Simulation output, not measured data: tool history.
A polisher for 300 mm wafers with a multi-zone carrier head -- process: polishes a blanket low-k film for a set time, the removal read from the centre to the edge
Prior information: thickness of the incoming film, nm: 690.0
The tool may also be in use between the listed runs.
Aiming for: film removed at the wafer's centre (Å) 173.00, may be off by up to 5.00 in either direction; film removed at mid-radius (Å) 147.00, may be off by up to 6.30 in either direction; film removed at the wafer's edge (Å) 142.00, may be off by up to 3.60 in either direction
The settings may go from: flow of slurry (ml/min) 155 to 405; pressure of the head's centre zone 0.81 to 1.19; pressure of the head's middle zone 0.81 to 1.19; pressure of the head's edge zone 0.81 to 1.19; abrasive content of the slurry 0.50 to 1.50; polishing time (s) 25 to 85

run  hour  flow of slurry (ml/min)  pressure of the head's centre zone  pressure of the head's middle zone  pressure of the head's edge zone  abrasive content of the slurry  polishing time (s)  film removed at the wafer's centre (Å)  film removed at mid-radius (Å)  film removed at the wafer's edge (Å)
  1   0.0                      260                                1.00                                1.00                              1.00                            1.00                  55                                  169.27                          166.56                                165.44
  2   8.0                      260                                1.00                                1.00                              1.00                            1.00                  47                                  143.90                          141.92                                142.03
  3   9.6                      275                                1.04                                1.00                              0.99                            1.00                  47                                  153.75                          142.07                                141.45
  4  14.6                      275                                1.04                                1.00                              0.99                            1.00                  61                                  193.43                          186.97                                182.20
  5  20.2                      275                                1.04                                0.96                              0.99                            1.00                  61                                  194.14                          180.88                                181.23
  6  24.2                      275                                1.04                                0.96                              0.99                            0.85                  61                                  184.58                          168.32                                171.66
  7  27.3                      270                                1.05                                0.95                              0.94                            0.80                  61                                  180.06                          166.97                                163.71
  8  32.4                      270                                1.07                                0.93                              0.91                            0.75                  61                                  179.09                          160.83                                155.78
  9  40.2                      260                                1.08                                0.91                              0.89                            0.75                  61                                  180.45                          152.61                                154.68
 10  46.1                      255                                1.08                                0.91                              0.87                            0.75                  61                                  176.50                          155.35                                152.61

Below are 4 possible settings for the next run. Only one of them brings all results inside the allowed miss of their targets. Which is it?
  A  52.0                      285                                1.17                                1.03                              0.98                            0.70                  55                                       ?                               ?                                     ?
  B  52.0                      290                                1.04                                0.98                              0.92                            0.75                  55                                       ?                               ?                                     ?
  C  52.0                      265                                1.11                                0.85                              0.86                            0.80                  55                                       ?                               ?                                     ?
  D  52.0                      235                                1.00                                0.90                              0.85                            1.05                  59                                       ?                               ?                                     ?

move  film removed at the wafer's centre (Å)  film removed at mid-radius (Å)  film removed at the wafer's edge (Å)
   A                                  170.97                          148.95                                140.80
   B                                  156.82                          148.29                                141.47
   C                                  170.43                          136.15                                140.69
   D                                  181.68                          168.34                                166.39
A: every result lands within tolerance
B: brings the result that was furthest off to its target, and leaves another outside
C: brings the result that was furthest off to its target, and leaves another outside
D: further off than the last run
Answer: A

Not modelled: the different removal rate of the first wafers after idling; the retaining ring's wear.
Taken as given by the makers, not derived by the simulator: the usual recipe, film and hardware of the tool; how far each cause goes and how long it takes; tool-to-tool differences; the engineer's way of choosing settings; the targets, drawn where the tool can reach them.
